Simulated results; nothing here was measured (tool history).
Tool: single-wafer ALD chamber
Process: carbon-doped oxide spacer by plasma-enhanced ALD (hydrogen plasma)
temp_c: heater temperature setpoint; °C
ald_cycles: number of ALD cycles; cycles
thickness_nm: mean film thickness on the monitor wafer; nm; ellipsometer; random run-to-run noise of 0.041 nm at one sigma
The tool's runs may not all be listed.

| run | hour | temp_c | ald_cycles | thickness_nm |
|---|---|---|---|---|
| 1 | 0.0 | 380 | 170 | 8.8264 |
| 2 | 3.8 | 375 | 170 | 8.8030 |
| 3 | 5.0 | 375 | 155 | 8.0649 |
| 4 | 9.8 | 381 | 155 | 7.9916 |
| 5 | 10.6 | 381 | 177 | 9.1497 |
| 6 | 13.0 | 381 | 171 | 8.8178 |
| 7 | 21.5 | 381 | 167 | 8.6369 |
| 8 | 25.4 | 381 | 163 | 8.3611 |
| 9 | 27.7 | 381 | 161 | 8.3192 |
| 10 | 33.3 | 381 | 159 | 8.2671 |

Estimate the outcome of run 11 from the log above:
| 11 | 41.5 | 381 | 159 | ? |

thickness_nm: 8.2385 nm
